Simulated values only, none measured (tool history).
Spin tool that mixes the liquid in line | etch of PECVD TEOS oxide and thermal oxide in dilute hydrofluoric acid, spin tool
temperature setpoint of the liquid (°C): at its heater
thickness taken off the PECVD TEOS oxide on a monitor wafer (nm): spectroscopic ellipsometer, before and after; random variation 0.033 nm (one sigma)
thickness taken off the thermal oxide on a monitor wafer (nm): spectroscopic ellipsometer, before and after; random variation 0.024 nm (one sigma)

run  hour  temperature setpoint of the liquid (°C)  parts of water to one part of 49 % hydrofluoric acid (parts by volume)  time under the liquid (s)  thickness taken off the PECVD TEOS oxide on a monitor wafer (nm)  thickness taken off the thermal oxide on a monitor wafer (nm)
  1   0.0                                     23.0                                                                     150                         60                                                            7.5467                                                         1.6689
  2   6.8                                     23.0                                                                     150                         80                                                           10.1730                                                         2.1951
  3  11.4                                     23.0                                                                     150                         65                                                            8.2508                                                         1.7701
  4  15.4                                     21.0                                                                     160                         65                                                            7.0199                                                         1.5273
  5  20.9                                     20.0                                                                     165                         65                                                            6.4801                                                         1.4320
  6  27.0                                     18.5                                                                     165                         65                                                            6.0995                                                         1.3154
  7  29.1                                     18.0                                                                     170                         65                                                            5.8317                                                         1.2688

Estimate the outcome of run 8 from the log above:
  8  36.5                                     17.5                                                                     175                         65                                                                 ?                                                              ?

{"run 8": {"thickness taken off the PECVD TEOS oxide on a monitor wafer (nm)": 5.4536, "thickness taken off the thermal oxide on a monitor wafer (nm)": 1.1611}}
